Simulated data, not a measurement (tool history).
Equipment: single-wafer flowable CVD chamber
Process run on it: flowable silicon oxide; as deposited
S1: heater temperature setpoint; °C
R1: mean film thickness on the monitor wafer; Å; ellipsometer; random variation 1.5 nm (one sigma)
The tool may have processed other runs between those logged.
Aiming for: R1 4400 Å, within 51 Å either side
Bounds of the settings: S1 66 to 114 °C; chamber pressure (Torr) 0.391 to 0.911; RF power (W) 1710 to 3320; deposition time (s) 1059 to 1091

Run 1, hour 0: S1 90 °C, chamber pressure (Torr) 0.651, RF power (W) 2515, deposition time (s) 1059. Result: R1 6956.5 Å.
Run 2, hour 6: S1 90 °C, chamber pressure (Torr) 0.651, RF power (W) 2515, deposition time (s) 1091. Result: R1 7109.9 Å.
Run 3, hour 6.9: S1 95 °C, chamber pressure (Torr) 0.651, RF power (W) 2515, deposition time (s) 1091. Result: R1 6073.4 Å.
Run 4, hour 14: S1 98 °C, chamber pressure (Torr) 0.651, RF power (W) 2515, deposition time (s) 1091. Result: R1 5546.1 Å.
Run 5, hour 19.5: S1 100 °C, chamber pressure (Torr) 0.651, RF power (W) 2515, deposition time (s) 1091. Result: R1 5222 Å.
Run 6, hour 24.2: S1 102 °C, chamber pressure (Torr) 0.651, RF power (W) 2515, deposition time (s) 1091. Result: R1 4920.8 Å.
Run 7, hour 28.4: S1 102 °C, chamber pressure (Torr) 0.651, RF power (W) 2515, deposition time (s) 1091. Result: R1 4903.9 Å.
Run 8, hour 31.9: S1 106 °C, chamber pressure (Torr) 0.651, RF power (W) 2515, deposition time (s) 1091. Result: R1 4315.3 Å.

5 next moves are on the table. One of them brings every result within its allowed miss. Which?
Run A, hour 35.4: S1 113 °C, chamber pressure (Torr) 0.816, RF power (W) 2770, deposition time (s) 1091. Result: R1 ?.
Run B, hour 35.4: S1 103 °C, chamber pressure (Torr) 0.604, RF power (W) 2315, deposition time (s) 1070. Result: R1 ?.
Run C, hour 35.4: S1 101 °C, chamber pressure (Torr) 0.551, RF power (W) 2855, deposition time (s) 1071. Result: R1 ?.
Run D, hour 35.4: S1 107 °C, chamber pressure (Torr) 0.66, RF power (W) 2855, deposition time (s) 1091. Result: R1 ?.
Run E, hour 35.4: S1 105 °C, chamber pressure (Torr) 0.7, RF power (W) 2175, deposition time (s) 1063. Result: R1 ?.

move      R1
   A  4350.4
   B  4261.7
   C    4245
   D  4249.2
   E  4552.7
A: all results land within tolerance of their targets
B: the biggest miss grows against the last run
C: the biggest miss grows against the last run
D: the biggest miss grows against the last run
E: takes the biggest miss from the last run beyond its target
Answer: A

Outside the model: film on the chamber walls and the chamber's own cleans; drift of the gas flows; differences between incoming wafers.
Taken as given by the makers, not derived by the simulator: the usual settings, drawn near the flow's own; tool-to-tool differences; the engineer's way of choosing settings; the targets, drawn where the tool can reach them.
